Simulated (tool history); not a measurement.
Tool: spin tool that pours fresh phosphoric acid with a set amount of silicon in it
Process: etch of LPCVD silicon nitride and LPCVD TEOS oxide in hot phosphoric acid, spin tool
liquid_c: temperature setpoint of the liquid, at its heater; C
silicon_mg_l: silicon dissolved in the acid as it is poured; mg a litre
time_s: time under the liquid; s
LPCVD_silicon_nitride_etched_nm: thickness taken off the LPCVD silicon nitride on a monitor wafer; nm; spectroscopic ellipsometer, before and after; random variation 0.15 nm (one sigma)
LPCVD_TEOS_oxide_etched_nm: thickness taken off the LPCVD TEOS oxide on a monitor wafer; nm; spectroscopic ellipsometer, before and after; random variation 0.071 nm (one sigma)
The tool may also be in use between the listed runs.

run    day  liquid_c  silicon_mg_l  time_s  LPCVD_silicon_nitride_etched_nm  LPCVD_TEOS_oxide_etched_nm
  1      0       163            17     180                           20.276                     0.46652
  2  0.238       164            14     195                           22.703                     0.60841
  3  0.546     164.5          12.5     210                             24.7                     0.74305
  4  0.754     164.5             3     210                            24.96                      0.8514
  5  1.067     164.5             3     255                           30.174                      1.0848
  6    1.4     164.5          12.5     255                           30.191                     0.84786
  7  1.608       165          11.5     260                            31.29                     0.91833

Estimate the outcome of run 8 from the log above:
  8  1.758     165.5            10     265                                ?                           ?

{"run 8": {"LPCVD_silicon_nitride_etched_nm": 32.359, "LPCVD_TEOS_oxide_etched_nm": 1.0055}}
